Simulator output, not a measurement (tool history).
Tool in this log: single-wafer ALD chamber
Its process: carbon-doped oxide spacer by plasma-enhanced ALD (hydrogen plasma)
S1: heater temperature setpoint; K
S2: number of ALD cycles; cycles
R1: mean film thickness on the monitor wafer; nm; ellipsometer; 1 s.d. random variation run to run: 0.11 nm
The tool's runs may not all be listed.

| run | hour | S1 | S2 | R1 |
|---|---|---|---|---|
| 1 | 0.0 | 663.15 | 322 | 16.943 |
| 2 | 5.0 | 663.15 | 349 | 18.100 |
| 3 | 6.4 | 663.15 | 357 | 18.781 |
| 4 | 12.8 | 663.15 | 361 | 19.035 |
| 5 | 19.4 | 663.15 | 333 | 17.509 |
| 6 | 22.7 | 663.15 | 344 | 18.044 |

For run 7, what comes out?
| 7 | 25.6 | 663.15 | 352 | ? |

{"run 7": {"R1": 18.341}}
